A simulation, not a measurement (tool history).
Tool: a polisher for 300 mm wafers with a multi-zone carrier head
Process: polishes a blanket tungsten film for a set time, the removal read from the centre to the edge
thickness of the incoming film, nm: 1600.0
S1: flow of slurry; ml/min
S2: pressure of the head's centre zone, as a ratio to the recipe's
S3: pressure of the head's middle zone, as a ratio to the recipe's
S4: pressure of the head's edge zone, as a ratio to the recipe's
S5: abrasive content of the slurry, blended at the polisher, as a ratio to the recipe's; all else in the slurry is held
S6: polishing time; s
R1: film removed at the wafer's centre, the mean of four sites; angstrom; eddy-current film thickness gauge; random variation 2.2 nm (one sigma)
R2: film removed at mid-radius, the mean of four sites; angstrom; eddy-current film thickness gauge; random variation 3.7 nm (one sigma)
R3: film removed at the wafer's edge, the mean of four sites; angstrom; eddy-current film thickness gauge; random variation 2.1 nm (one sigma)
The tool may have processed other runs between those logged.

run  hour   S1    S2    S3    S4    S5  S6      R1      R2      R3
  1   0.0  200  1.00  1.00  1.00  1.00  74  3632.2  3684.1  3629.5
  2   2.2  230  1.00  1.00  1.00  1.00  74  3688.7  3728.6  3708.5
  3   7.4  210  0.98  0.98  0.94  0.85  73  3415.6  3527.9  3391.2
  4   9.5  210  0.98  0.98  0.94  0.85  80  3723.8  3813.7  3733.0
  5  15.3  195  0.98  0.96  0.90  0.75  77  3490.6  3529.6  3388.0
  6  16.4  180  0.97  0.94  0.87  0.65  76  3292.1  3250.9  3267.3

Run 7 has not been measured yet. What should we expect?
  7  20.4  180  0.97  0.95  0.85  0.60  74   ?   ?   ?

{"run 7": {"R1": 3146.7, "R2": 3270.5, "R3": 3046.1}}

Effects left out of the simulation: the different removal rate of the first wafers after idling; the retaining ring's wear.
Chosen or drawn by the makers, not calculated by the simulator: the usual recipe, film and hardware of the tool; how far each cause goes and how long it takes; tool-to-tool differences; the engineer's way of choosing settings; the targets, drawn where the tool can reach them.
